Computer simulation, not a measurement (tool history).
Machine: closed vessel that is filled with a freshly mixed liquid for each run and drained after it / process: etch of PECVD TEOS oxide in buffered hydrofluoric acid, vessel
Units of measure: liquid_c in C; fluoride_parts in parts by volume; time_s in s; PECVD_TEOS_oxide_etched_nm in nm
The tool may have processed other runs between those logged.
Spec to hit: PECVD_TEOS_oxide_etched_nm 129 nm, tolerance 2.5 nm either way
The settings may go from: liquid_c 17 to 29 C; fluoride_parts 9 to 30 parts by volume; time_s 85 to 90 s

run  hour  liquid_c  fluoride_parts  time_s  PECVD_TEOS_oxide_etched_nm
  1     0        21              24      85                      69.736
  2   1.5        21              21      85                      76.219
  3   9.9        23              21      85                      85.276
  4    18        20              21      85                      72.428
  5  24.5        20              21      85                      71.782
  6  33.5        20              21      90                      76.757
  7  41.9        21              21      90                      81.098
  8  48.9        22              21      90                      85.286
  9  54.1      22.5              21      90                       87.75
 10  62.5        23              21      90                       90.27

Which single option among these 4 for the next run brings every result within its allowed miss of target? Just one does.
  A  70.9      17.5              10      90                           ?
  B  70.9        23            14.5      90                           ?
  C  70.9      22.5            13.5      90                           ?
  D  70.9        23            11.5      90                           ?

move  PECVD_TEOS_oxide_etched_nm
   A                      135.91
   B                      128.53
   C                      134.13
   D                      161.29
A: pushes the last run's worst result past its target
B: each result inside its tolerance
C: pushes the last run's worst result past its target
D: pushes the last run's worst result past its target
B is the move that brings every result within its allowed miss.
